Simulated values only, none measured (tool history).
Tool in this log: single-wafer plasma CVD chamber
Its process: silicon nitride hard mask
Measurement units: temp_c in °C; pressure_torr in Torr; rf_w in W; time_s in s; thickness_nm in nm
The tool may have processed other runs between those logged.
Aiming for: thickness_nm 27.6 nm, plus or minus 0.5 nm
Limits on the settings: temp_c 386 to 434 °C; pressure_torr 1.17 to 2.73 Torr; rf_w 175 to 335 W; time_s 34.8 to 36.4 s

{"run": 1, "hour": 0.0, "temp_c": 410, "pressure_torr": 1.95, "rf_w": 255, "time_s": 36.4, "thickness_nm": 37.521}
{"run": 2, "hour": 8.8, "temp_c": 406, "pressure_torr": 1.95, "rf_w": 255, "time_s": 36.4, "thickness_nm": 37.435}
{"run": 3, "hour": 13.3, "temp_c": 406, "pressure_torr": 2.3, "rf_w": 255, "time_s": 36.4, "thickness_nm": 39.54}
{"run": 4, "hour": 21.8, "temp_c": 406, "pressure_torr": 2.11, "rf_w": 240, "time_s": 36.3, "thickness_nm": 37.007}
{"run": 5, "hour": 25.7, "temp_c": 411, "pressure_torr": 2.11, "rf_w": 240, "time_s": 36.3, "thickness_nm": 36.686}
{"run": 6, "hour": 27.4, "temp_c": 411, "pressure_torr": 2.11, "rf_w": 240, "time_s": 36.4, "thickness_nm": 36.929}
{"run": 7, "hour": 31.7, "temp_c": 411, "pressure_torr": 1.95, "rf_w": 225, "time_s": 36.3, "thickness_nm": 34.377}
{"run": 8, "hour": 39.4, "temp_c": 411, "pressure_torr": 1.81, "rf_w": 215, "time_s": 36.2, "thickness_nm": 32.54}
{"run": 9, "hour": 42.6, "temp_c": 411, "pressure_torr": 1.69, "rf_w": 210, "time_s": 36.2, "thickness_nm": 31.178}
{"run": 10, "hour": 46.5, "temp_c": 411, "pressure_torr": 1.59, "rf_w": 205, "time_s": 36.2, "thickness_nm": 29.995}
{"run": 11, "hour": 47.3, "temp_c": 411, "pressure_torr": 1.51, "rf_w": 205, "time_s": 36.2, "thickness_nm": 29.353}
{"run": 12, "hour": 52.0, "temp_c": 411, "pressure_torr": 1.18, "rf_w": 200, "time_s": 36.2, "thickness_nm": 25.959}
{"run": 13, "hour": 54.7, "temp_c": 411, "pressure_torr": 1.22, "rf_w": 200, "time_s": 36.2, "thickness_nm": 26.425}
{"run": 14, "hour": 60.4, "temp_c": 411, "pressure_torr": 1.25, "rf_w": 200, "time_s": 36.2, "thickness_nm": 26.702}
{"run": 15, "hour": 67.3, "temp_c": 411, "pressure_torr": 1.45, "rf_w": 205, "time_s": 36.2, "thickness_nm": 28.904}
{"run": 16, "hour": 71.6, "temp_c": 411, "pressure_torr": 1.42, "rf_w": 205, "time_s": 36.2, "thickness_nm": 28.669}
{"run": 17, "hour": 80.3, "temp_c": 411, "pressure_torr": 1.39, "rf_w": 205, "time_s": 36.2, "thickness_nm": 28.42}
{"run": 18, "hour": 83.5, "temp_c": 411, "pressure_torr": 1.39, "rf_w": 205, "time_s": 36.2, "thickness_nm": 28.418}
{"run": 19, "hour": 86.9, "temp_c": 411, "pressure_torr": 1.21, "rf_w": 200, "time_s": 36.2, "thickness_nm": 26.249}
{"run": 20, "hour": 94.6, "temp_c": 411, "pressure_torr": 1.24, "rf_w": 200, "time_s": 36.2, "thickness_nm": 26.534}
{"run": 21, "hour": 99.6, "temp_c": 411, "pressure_torr": 1.27, "rf_w": 200, "time_s": 36.2, "thickness_nm": 26.913}

Of the 5 settings listed for the next run, only one would bring every result within its allowed miss of target. Which one?
{"run": "A", "hour": 104.6, "temp_c": 410, "pressure_torr": 1.31, "rf_w": 200, "time_s": 34.8, "thickness_nm": "?"}
{"run": "B", "hour": 104.6, "temp_c": 404, "pressure_torr": 1.19, "rf_w": 210, "time_s": 35.2, "thickness_nm": "?"}
{"run": "C", "hour": 104.6, "temp_c": 406, "pressure_torr": 1.53, "rf_w": 180, "time_s": 35.8, "thickness_nm": "?"}
{"run": "D", "hour": 104.6, "temp_c": 413, "pressure_torr": 1.42, "rf_w": 190, "time_s": 36.4, "thickness_nm": "?"}
{"run": "E", "hour": 104.6, "temp_c": 423, "pressure_torr": 1.51, "rf_w": 200, "time_s": 36.4, "thickness_nm": "?"}

move=A thickness_nm=26.257
move=B thickness_nm=26.301
move=C thickness_nm=26.862
move=D thickness_nm=27.417
move=E thickness_nm=28.976
A: its largest miss is bigger than the last run's
B: its largest miss is bigger than the last run's
C: its largest miss is bigger than the last run's
D: every result lands within tolerance
E: takes the result that was furthest off past its target
Go with D: it meets all targets.

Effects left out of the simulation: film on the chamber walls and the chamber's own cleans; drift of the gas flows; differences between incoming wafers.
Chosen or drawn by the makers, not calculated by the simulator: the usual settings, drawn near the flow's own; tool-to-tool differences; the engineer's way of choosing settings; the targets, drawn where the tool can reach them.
